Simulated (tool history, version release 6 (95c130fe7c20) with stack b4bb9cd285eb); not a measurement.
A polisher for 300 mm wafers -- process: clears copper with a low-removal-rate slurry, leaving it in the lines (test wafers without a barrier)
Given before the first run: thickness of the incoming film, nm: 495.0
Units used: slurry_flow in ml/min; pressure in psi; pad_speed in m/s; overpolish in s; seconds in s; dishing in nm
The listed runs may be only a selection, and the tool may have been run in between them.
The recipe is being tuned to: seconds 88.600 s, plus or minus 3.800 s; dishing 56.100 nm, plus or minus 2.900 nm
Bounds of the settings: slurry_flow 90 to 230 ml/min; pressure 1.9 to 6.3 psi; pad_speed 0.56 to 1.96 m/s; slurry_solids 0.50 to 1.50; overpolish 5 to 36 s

run,hour,slurry_flow,pressure,pad_speed,slurry_solids,overpolish,seconds,dishing
1,0.0,150,4.1,1.26,1.00,18,84.763,72.646
2,7.7,150,4.1,1.26,1.00,17,85.703,70.590
3,14.1,150,4.1,1.26,1.15,17,82.358,72.437
4,20.5,150,4.5,1.26,1.15,17,75.039,77.383
5,28.7,150,4.5,1.02,1.15,17,93.447,66.144
6,35.2,150,4.5,1.18,1.15,17,81.569,74.297
7,42.8,150,4.5,1.18,1.15,17,80.653,72.565
8,45.3,150,4.5,1.18,1.15,16,82.504,69.719
9,53.3,150,4.4,1.18,1.15,14,81.735,63.630

Next run, 5 choices. One meets every target within its allowed miss, the rest don't. Which?
A,61.3,120,3.8,1.38,0.95,13,?,?
B,61.3,150,3.6,1.24,0.85,17,?,?
C,61.3,175,3.3,1.30,1.25,13,?,?
D,61.3,140,4.8,1.22,1.15,12,?,?
E,61.3,155,3.7,1.18,0.95,15,?,?

move,seconds,dishing
A,87.666,56.140
B,100.620,62.170
C,96.180,51.658
D,74.499,60.714
E,100.600,56.315
A: each result inside its tolerance
B: lands further from the targets than the last run did
C: moves the result that the last run missed by most past its target, out the other side
D: lands further from the targets than the last run did
E: puts the biggest miss on target and leaves a different result outside tolerance
Answer: A

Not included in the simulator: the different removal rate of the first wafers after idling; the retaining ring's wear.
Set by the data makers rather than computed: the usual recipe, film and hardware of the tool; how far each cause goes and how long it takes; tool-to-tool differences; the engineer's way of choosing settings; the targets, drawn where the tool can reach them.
